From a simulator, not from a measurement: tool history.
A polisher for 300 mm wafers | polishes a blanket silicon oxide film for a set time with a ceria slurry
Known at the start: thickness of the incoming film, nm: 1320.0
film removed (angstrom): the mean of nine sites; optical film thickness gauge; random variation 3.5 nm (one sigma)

run    day  flow of slurry (ml/min)  pressure of the wafer on the pad (psi)  speed of the pad under the wafer (m/s)  polishing time (s)  film removed (angstrom)
  1      0                      160                                     2.2                                    1.18                  37                   1177.1
  2  0.204                      160                                     2.4                                     1.2                  37                   1291.6
  3    0.4                      160                                     2.6                                    1.22                  37                   1418.1
  4  0.567                      160                                     2.7                                    1.24                  37                   1504.8
  5  0.929                      160                                     2.8                                    1.26                  37                   1538.4
  6  1.146                      160                                     2.9                                     1.3                  37                   1700.4
  7  1.279                      160                                       3                                    1.32                  37                   1739.6
  8  1.542                      160                                     3.1                                    1.34                  37                     1791
  9   1.65                      160                                     3.2                                    1.36                  37                   1915.2
 10  1.696                      160                                     3.2                                    1.38                  37                   1915.7

Run 11 comes next. What will it give?
 11  2.033                      160                                     3.2                                     1.4                  37                        ?

Run 11 gave film removed (angstrom) 1976.9.
